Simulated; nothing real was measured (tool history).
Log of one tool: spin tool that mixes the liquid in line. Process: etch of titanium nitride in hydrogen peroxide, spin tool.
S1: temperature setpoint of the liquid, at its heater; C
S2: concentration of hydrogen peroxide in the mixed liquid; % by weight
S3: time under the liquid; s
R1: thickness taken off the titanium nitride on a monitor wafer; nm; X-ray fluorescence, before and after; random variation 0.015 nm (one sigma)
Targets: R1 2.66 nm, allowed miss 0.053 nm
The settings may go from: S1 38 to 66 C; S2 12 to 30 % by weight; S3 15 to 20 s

run,hour,S1,S2,S3,R1
1,0,54,21.5,20,1.8224
2,1.6,54,20,20,1.8028
3,2.4,55,20,20,1.9262
4,9.1,55,23,20,1.9895
5,14.6,55,19.5,20,1.9198
6,23,55.5,19.5,20,1.9747
7,24.8,56,19.5,20,2.0626
8,27.5,56.5,19.5,20,2.1126
9,32.5,60.5,19.5,20,2.7725
10,37.4,60.5,19.5,20,2.7746

4 next moves are on the table. One of them brings every result within its allowed miss. Which?
A,42.3,61.5,16.5,20,?
B,42.3,60,25.5,20,?
C,42.3,60,18,20,?
D,42.3,63.5,19.5,15,?

move,R1
A,2.8698
B,2.845
C,2.6409
D,2.5492
A: further off than the last run
B: further off than the last run
C: meets every target
D: takes the result that was furthest off past its target
Move C is the one to make.
